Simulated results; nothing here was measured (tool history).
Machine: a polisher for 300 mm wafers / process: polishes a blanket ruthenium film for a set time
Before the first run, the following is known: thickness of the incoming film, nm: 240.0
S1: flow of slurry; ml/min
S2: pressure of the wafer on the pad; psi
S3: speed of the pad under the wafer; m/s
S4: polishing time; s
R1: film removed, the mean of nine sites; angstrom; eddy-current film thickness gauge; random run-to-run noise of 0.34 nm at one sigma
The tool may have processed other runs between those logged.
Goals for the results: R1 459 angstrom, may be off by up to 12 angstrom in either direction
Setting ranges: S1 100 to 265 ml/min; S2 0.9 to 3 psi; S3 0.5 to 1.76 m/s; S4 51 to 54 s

run	hour	S1	S2	S3	S4	R1
1	0	170	1.9	1.12	51	581.41
2	7.6	170	1.6	1.12	51	507.46
3	10.2	165	1.6	1.12	51	503.08
4	16.2	160	1.6	1.12	51	503.83
5	19.3	160	1.6	1.12	54	529.67
6	25.8	160	1.6	1.12	54	533.94
7	30.2	155	1.6	1.12	54	531.27
8	37.1	150	1.6	1.12	54	525.26
9	39.3	145	1.6	1.12	54	518.97
10	46.5	140	1.6	1.12	54	520.61
11	52.7	135	1.6	1.12	54	516.56
12	60.6	130	1.6	1.12	54	518.39
13	64.5	125	1.5	1.12	54	478.46
14	68.8	120	1.5	1.12	54	468.06

Pick the move, out of 4, that brings all results within their allowed miss; only one does.
A	73.1	105	1.6	1.24	52	?
B	73.1	105	1.5	1.26	54	?
C	73.1	120	1.6	1.04	53	?
D	73.1	130	1.5	1.16	52	?

move	R1
A	510.52
B	508.71
C	468.02
D	484.11
A: further off than the last run
B: further off than the last run
C: every result lands within tolerance
D: further off than the last run
The right move is C.
